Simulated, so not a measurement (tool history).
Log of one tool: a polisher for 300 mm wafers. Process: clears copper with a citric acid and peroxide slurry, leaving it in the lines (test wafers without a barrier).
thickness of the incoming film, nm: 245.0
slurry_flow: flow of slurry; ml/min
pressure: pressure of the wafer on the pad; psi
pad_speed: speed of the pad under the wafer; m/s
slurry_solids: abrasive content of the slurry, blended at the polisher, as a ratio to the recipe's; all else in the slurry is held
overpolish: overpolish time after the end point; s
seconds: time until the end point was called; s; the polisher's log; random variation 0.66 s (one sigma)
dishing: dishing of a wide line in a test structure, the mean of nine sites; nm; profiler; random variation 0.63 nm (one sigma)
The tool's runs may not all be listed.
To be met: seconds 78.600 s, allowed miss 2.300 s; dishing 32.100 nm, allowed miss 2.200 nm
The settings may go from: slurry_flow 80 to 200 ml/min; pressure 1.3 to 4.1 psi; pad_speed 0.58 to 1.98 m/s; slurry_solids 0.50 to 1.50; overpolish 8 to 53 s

run  hour  slurry_flow  pressure  pad_speed  slurry_solids  overpolish  seconds  dishing
  1   0.0          130       2.7       1.28           1.00          27  101.270   43.453
  2   2.1          140       2.8       1.28           1.00          23   97.474   38.484
  3   5.1          145       2.9       1.28           1.00          21   92.672   37.288
  4  12.9          150       3.0       1.28           1.00          19   92.331   34.264
  5  18.2          150       3.1       1.28           1.00          18   88.479   34.994
  6  21.6          155       3.2       1.28           1.00          17   85.090   33.140
     25.1  -- head pressure recalibrated
  7  25.1          180       3.4       1.28           1.00          15   74.592   34.089
  8  25.8          175       3.4       1.28           1.00          15   74.816   34.967
  9  31.3          170       3.4       1.28           1.00          15   76.851   34.690
 10  37.7          170       3.4       1.28           1.00          14   75.953   32.128
 11  40.9          165       3.4       1.28           1.00          14   75.090   32.051

Which of these 4 next moves meets every target?
  A  44.1          185       3.3       1.28           1.15          14        ?        ?
  B  44.1          155       3.7       1.28           1.05          13        ?        ?
  C  44.1          200       3.2       1.50           0.85          14        ?        ?
  D  44.1          180       3.7       1.04           1.35          15        ?        ?

move  seconds  dishing
   A   74.238   32.302
   B   71.146   31.512
   C   70.358   33.807
   D   79.212   32.530
A: further off than the last run
B: further off than the last run
C: further off than the last run
D: meets every target
The right move is D.
